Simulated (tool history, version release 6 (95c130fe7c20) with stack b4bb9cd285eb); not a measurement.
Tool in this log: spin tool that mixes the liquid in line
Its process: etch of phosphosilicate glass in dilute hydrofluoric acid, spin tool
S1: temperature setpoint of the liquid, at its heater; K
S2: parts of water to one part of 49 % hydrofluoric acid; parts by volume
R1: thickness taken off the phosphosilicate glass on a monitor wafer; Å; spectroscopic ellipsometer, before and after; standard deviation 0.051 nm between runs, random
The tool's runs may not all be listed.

Run 1, day 0.000: S1 294.15 K, S2 280 parts by volume, time under the liquid (s) 35. Result: R1 58.342 Å.
Run 2, day 0.021: S1 294.15 K, S2 215 parts by volume, time under the liquid (s) 35. Result: R1 80.768 Å.
Run 3, day 0.396: S1 293.65 K, S2 215 parts by volume, time under the liquid (s) 35. Result: R1 80.297 Å.
Run 4, day 0.421: S1 293.15 K, S2 215 parts by volume, time under the liquid (s) 35. Result: R1 77.776 Å.
Run 5, day 0.662: S1 292.65 K, S2 215 parts by volume, time under the liquid (s) 35. Result: R1 76.308 Å.
Run 6, day 0.817: S1 292.65 K, S2 130 parts by volume, time under the liquid (s) 35. Result: R1 139.000 Å.

The next listed run, before its measurement:
Run 7, day 0.892: S1 292.15 K, S2 150 parts by volume, time under the liquid (s) 35. Result: R1 ?.

{"run 7": {"R1": 113.74}}
